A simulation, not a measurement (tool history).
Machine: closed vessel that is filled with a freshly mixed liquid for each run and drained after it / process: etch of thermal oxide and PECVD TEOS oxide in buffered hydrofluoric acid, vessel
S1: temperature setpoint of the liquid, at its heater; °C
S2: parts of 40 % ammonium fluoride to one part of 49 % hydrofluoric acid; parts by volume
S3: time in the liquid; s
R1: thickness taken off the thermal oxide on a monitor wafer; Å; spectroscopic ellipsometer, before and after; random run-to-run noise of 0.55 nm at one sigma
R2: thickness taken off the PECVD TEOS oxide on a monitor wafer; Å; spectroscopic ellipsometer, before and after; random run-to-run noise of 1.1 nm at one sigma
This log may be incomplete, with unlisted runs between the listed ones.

run,hour,S1,S2,S3,R1,R2
1,0,23,11.5,60,531.63,1286.2
2,8.9,21.5,11.5,60,490.75,1184
3,15.6,24.5,11.5,60,577.17,1413.5
4,19.6,24.5,11.5,70,672.59,1641.1
5,25.7,25.5,11.5,70,705.71,1729.3
6,30.6,23,11.5,70,617.74,1507.1
7,31.9,24.5,11.5,70,677.63,1631.1
8,37.5,25.5,11.5,70,709.68,1721.7
9,40.6,26.5,11.5,70,747.27,1837
10,43.9,27,11.5,70,781.21,1864.6

Run 11 has not been measured yet. What should we expect?
11,52,27.5,11.5,70,?,?

{"run 11": {"R1": 794.2, "R2": 1925.4}}
